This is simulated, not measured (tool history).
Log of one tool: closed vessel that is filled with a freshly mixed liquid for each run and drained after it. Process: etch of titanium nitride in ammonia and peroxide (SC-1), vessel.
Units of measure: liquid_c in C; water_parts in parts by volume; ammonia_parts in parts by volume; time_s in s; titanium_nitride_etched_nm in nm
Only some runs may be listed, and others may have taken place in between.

Run 1, hour 0.0: liquid_c 56.0 C, water_parts 19.5 parts by volume, ammonia_parts 0.80 parts by volume, time_s 100 s. Result: titanium_nitride_etched_nm 11.090 nm.
Run 2, hour 3.2: liquid_c 56.0 C, water_parts 19.5 parts by volume, ammonia_parts 0.80 parts by volume, time_s 100 s. Result: titanium_nitride_etched_nm 11.134 nm.
Run 3, hour 10.4: liquid_c 58.0 C, water_parts 17.5 parts by volume, ammonia_parts 0.85 parts by volume, time_s 100 s. Result: titanium_nitride_etched_nm 13.615 nm.
Run 4, hour 14.8: liquid_c 60.0 C, water_parts 15.5 parts by volume, ammonia_parts 0.85 parts by volume, time_s 100 s. Result: titanium_nitride_etched_nm 16.661 nm.
Run 5, hour 23.0: liquid_c 54.5 C, water_parts 15.5 parts by volume, ammonia_parts 0.85 parts by volume, time_s 100 s. Result: titanium_nitride_etched_nm 11.516 nm.
Run 6, hour 32.0: liquid_c 54.5 C, water_parts 15.5 parts by volume, ammonia_parts 0.85 parts by volume, time_s 100 s. Result: titanium_nitride_etched_nm 11.552 nm.
Run 7, hour 33.6: liquid_c 54.5 C, water_parts 15.5 parts by volume, ammonia_parts 0.85 parts by volume, time_s 100 s. Result: titanium_nitride_etched_nm 11.533 nm.
Run 8, hour 37.0: liquid_c 57.0 C, water_parts 14.0 parts by volume, ammonia_parts 0.85 parts by volume, time_s 100 s. Result: titanium_nitride_etched_nm 14.469 nm.
Run 9, hour 43.3: liquid_c 59.0 C, water_parts 13.0 parts by volume, ammonia_parts 0.85 parts by volume, time_s 100 s. Result: titanium_nitride_etched_nm 17.123 nm.
Run 10, hour 49.0: liquid_c 60.5 C, water_parts 12.0 parts by volume, ammonia_parts 0.85 parts by volume, time_s 100 s. Result: titanium_nitride_etched_nm 19.619 nm.
Run 11, hour 52.4: liquid_c 62.0 C, water_parts 11.0 parts by volume, ammonia_parts 0.85 parts by volume, time_s 100 s. Result: titanium_nitride_etched_nm 22.696 nm.

Forecast run 12:
Run 12, hour 56.8: liquid_c 63.0 C, water_parts 10.5 parts by volume, ammonia_parts 0.85 parts by volume, time_s 100 s. Result: titanium_nitride_etched_nm ?.

{"run 12": {"titanium_nitride_etched_nm": 24.742}}
